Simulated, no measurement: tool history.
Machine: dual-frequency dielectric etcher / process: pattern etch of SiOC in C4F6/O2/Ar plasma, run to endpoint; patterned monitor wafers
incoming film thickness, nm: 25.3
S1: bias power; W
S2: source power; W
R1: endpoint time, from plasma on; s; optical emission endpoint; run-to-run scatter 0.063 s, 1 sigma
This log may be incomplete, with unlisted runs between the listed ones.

{"run": 1, "hour": 0.0, "S1": 521, "S2": 330, "R1": 9.8589}
{"run": 2, "hour": 8.0, "S1": 521, "S2": 390, "R1": 9.3593}
{"run": 3, "hour": 9.9, "S1": 521, "S2": 420, "R1": 9.0843}
{"run": 4, "hour": 11.7, "S1": 458, "S2": 420, "R1": 9.4122}
{"run": 5, "hour": 17.9, "S1": 480, "S2": 430, "R1": 9.3338}
{"run": 6, "hour": 20.6, "S1": 499, "S2": 430, "R1": 9.1571}
{"run": 7, "hour": 22.4, "S1": 512, "S2": 430, "R1": 9.1805}

Run 8 has not been measured yet. What should we expect?
{"run": 8, "hour": 28.6, "S1": 571, "S2": 450, "R1": "?"}

Run 8 came out at R1 8.5441 s.
